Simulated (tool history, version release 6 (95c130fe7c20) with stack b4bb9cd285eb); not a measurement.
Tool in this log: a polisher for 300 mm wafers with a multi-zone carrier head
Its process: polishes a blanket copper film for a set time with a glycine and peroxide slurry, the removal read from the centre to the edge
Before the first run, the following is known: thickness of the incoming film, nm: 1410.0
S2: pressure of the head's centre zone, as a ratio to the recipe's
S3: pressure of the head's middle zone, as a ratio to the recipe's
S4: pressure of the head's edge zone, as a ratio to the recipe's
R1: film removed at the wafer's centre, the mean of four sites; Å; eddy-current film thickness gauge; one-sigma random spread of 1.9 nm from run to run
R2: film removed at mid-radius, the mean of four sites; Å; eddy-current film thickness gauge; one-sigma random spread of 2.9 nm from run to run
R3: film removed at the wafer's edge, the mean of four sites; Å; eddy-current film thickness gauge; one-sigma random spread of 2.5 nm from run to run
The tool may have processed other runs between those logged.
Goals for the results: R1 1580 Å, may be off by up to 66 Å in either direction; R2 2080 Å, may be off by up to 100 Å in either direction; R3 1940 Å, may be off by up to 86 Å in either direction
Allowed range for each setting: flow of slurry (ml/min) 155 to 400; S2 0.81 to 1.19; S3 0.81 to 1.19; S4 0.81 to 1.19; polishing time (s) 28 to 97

{"run": 1, "day": 0.0, "flow of slurry (ml/min)": 255, "S2": 1, "S3": 1, "S4": 1, "polishing time (s)": 62, "R1": 2668.9, "R2": 2697.2, "R3": 2630}
{"run": 2, "day": 0.304, "flow of slurry (ml/min)": 250, "S2": 0.97, "S3": 1.01, "S4": 1, "polishing time (s)": 59, "R1": 2441, "R2": 2605, "R3": 2473.7}
{"run": 3, "day": 0.45, "flow of slurry (ml/min)": 245, "S2": 0.95, "S3": 1.01, "S4": 1.01, "polishing time (s)": 57, "R1": 2298.9, "R2": 2503.4, "R3": 2433.6}
{"run": 4, "day": 0.538, "flow of slurry (ml/min)": 290, "S2": 0.95, "S3": 1.01, "S4": 1.01, "polishing time (s)": 57, "R1": 2356.4, "R2": 2613.9, "R3": 2527}
{"run": 5, "day": 0.912, "flow of slurry (ml/min)": 290, "S2": 0.95, "S3": 0.97, "S4": 1.01, "polishing time (s)": 57, "R1": 2347.6, "R2": 2485.8, "R3": 2540.8}
{"run": 6, "day": 0.938, "flow of slurry (ml/min)": 290, "S2": 0.95, "S3": 0.97, "S4": 1.01, "polishing time (s)": 67, "R1": 2780.3, "R2": 2863.4, "R3": 2954.8}
{"run": 7, "day": 1.121, "flow of slurry (ml/min)": 285, "S2": 0.93, "S3": 0.98, "S4": 1, "polishing time (s)": 64, "R1": 2565.8, "R2": 2761, "R3": 2853.2}
{"run": 8, "day": 1.288, "flow of slurry (ml/min)": 275, "S2": 0.92, "S3": 0.99, "S4": 0.99, "polishing time (s)": 61, "R1": 2404.4, "R2": 2694.1, "R3": 2562.9}
{"run": 9, "day": 1.654, "flow of slurry (ml/min)": 275, "S2": 0.9, "S3": 0.99, "S4": 0.99, "polishing time (s)": 58, "R1": 2290.2, "R2": 2528.8, "R3": 2486.2}
{"run": 10, "day": 1.838, "flow of slurry (ml/min)": 275, "S2": 0.89, "S3": 1, "S4": 1, "polishing time (s)": 55, "R1": 2104.2, "R2": 2414.4, "R3": 2323.1}
{"run": 11, "day": 1.867, "flow of slurry (ml/min)": 270, "S2": 0.88, "S3": 1.01, "S4": 1.01, "polishing time (s)": 54, "R1": 2069.3, "R2": 2407.8, "R3": 2320.9}

Of the 4 settings listed for the next run, only one would bring every result within its allowed miss of target. Which one?
{"run": "A", "day": 1.896, "flow of slurry (ml/min)": 280, "S2": 0.81, "S3": 1.08, "S4": 1.03, "polishing time (s)": 51, "R1": "?", "R2": "?", "R3": "?"}
{"run": "B", "day": 1.896, "flow of slurry (ml/min)": 310, "S2": 0.81, "S3": 1.07, "S4": 1.1, "polishing time (s)": 49, "R1": "?", "R2": "?", "R3": "?"}
{"run": "C", "day": 1.896, "flow of slurry (ml/min)": 215, "S2": 1.1, "S3": 1.15, "S4": 0.87, "polishing time (s)": 58, "R1": "?", "R2": "?", "R3": "?"}
{"run": "D", "day": 1.896, "flow of slurry (ml/min)": 290, "S2": 0.81, "S3": 1.06, "S4": 1.03, "polishing time (s)": 45, "R1": "?", "R2": "?", "R3": "?"}

move=A R1=1810.7 R2=2423.5 R3=2278.3
move=B R1=1760.3 R2=2334.8 R3=2280.7
move=C R1=2698.9 R2=2805.9 R3=2329.7
move=D R1=1604.2 R2=2112.7 R3=2016.7
A: nearer than the last run, and not there yet
B: nearer than the last run, and not there yet
C: moves away from the targets compared with the last run
D: all results land within tolerance of their targets
The right move is D.
